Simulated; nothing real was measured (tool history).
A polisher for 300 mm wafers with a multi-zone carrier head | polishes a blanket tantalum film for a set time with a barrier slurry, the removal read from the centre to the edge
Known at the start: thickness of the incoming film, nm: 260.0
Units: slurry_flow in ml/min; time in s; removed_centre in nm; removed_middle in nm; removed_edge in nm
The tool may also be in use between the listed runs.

run	day	slurry_flow	centre_zone	middle_zone	edge_zone	slurry_solids	time	removed_centre	removed_middle	removed_edge
1	0	195	1	1	1	1	73	110.04	105.64	112.51
2	0.108	195	0.99	1	1.02	1.05	74	110.5	108.82	116.82
3	0.35	200	0.99	1	1.04	1.1	75	113.42	112.24	119.64
4	0.621	200	0.99	1	1.09	1.1	75	114.82	112.88	123.96
5	0.992	200	0.98	0.99	1.1	1.15	76	116.47	113.46	127
6	1.221	200	0.97	0.99	1.11	1.2	77	115.53	114.64	131.58
7	1.279	205	0.97	0.99	1.12	1.25	78	118.72	119.3	135.75
8	1.546	210	0.97	0.99	1.13	1.3	78	119.27	120.28	137.67
9	1.875	210	0.97	0.99	1.14	1.3	79	121.81	119.97	137.64
10	2.025	210	0.97	0.99	1.14	1.3	80	123.33	123.47	140.08
11	2.4	210	0.97	0.99	1.14	1.3	80	124.4	125.24	140.68

Run 12 comes next. What will it give?
12	2.7	210	0.97	0.99	1.15	1.3	81	?	?	?

Run 12 gave removed_centre 126.43 nm, removed_middle 122.93 nm, removed_edge 142.34 nm.
